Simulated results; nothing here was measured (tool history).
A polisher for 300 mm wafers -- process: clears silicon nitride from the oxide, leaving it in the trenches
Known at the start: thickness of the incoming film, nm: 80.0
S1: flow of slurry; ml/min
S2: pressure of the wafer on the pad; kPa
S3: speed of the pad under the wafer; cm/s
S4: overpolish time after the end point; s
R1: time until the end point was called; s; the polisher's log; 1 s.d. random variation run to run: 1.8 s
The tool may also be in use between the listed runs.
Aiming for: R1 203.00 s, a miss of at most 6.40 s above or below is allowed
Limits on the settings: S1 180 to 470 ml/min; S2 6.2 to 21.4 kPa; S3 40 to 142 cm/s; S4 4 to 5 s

Run 1, hour 0.0: S1 300 ml/min, S2 13.8 kPa, S3 90 cm/s, S4 5 s. Result: R1 175.72 s.
Run 2, hour 4.4: S1 270 ml/min, S2 13.8 kPa, S3 90 cm/s, S4 5 s. Result: R1 176.24 s.
Run 3, hour 10.9: S1 270 ml/min, S2 13.8 kPa, S3 100 cm/s, S4 5 s. Result: R1 162.44 s.
Run 4, hour 15.4: S1 215 ml/min, S2 13.8 kPa, S3 100 cm/s, S4 5 s. Result: R1 164.91 s.
Run 5, hour 17.5: S1 215 ml/min, S2 13.8 kPa, S3 100 cm/s, S4 5 s. Result: R1 163.83 s.
Run 6, hour 19.3: S1 215 ml/min, S2 13.1 kPa, S3 100 cm/s, S4 5 s. Result: R1 171.70 s.
Run 7, hour 25.1: S1 215 ml/min, S2 12.4 kPa, S3 100 cm/s, S4 5 s. Result: R1 181.26 s.
Run 8, hour 30.4: S1 215 ml/min, S2 11.7 kPa, S3 100 cm/s, S4 5 s. Result: R1 190.94 s.

Pick the move, out of 5, that brings all results within their allowed miss; only one does.
Run A, hour 35.7: S1 225 ml/min, S2 11.7 kPa, S3 84 cm/s, S4 5 s. Result: R1 ?.
Run B, hour 35.7: S1 285 ml/min, S2 11.7 kPa, S3 102 cm/s, S4 4 s. Result: R1 ?.
Run C, hour 35.7: S1 180 ml/min, S2 15.9 kPa, S3 72 cm/s, S4 5 s. Result: R1 ?.
Run D, hour 35.7: S1 180 ml/min, S2 11.7 kPa, S3 96 cm/s, S4 5 s. Result: R1 ?.
Run E, hour 35.7: S1 180 ml/min, S2 14.5 kPa, S3 88 cm/s, S4 4 s. Result: R1 ?.

move      R1
   A  220.90
   B  185.94
   C  188.85
   D  202.24
   E  176.67
A: pushes the last run's worst result past its target
B: further off than the last run
C: further off than the last run
D: in spec on every target
E: further off than the last run
Answer: D
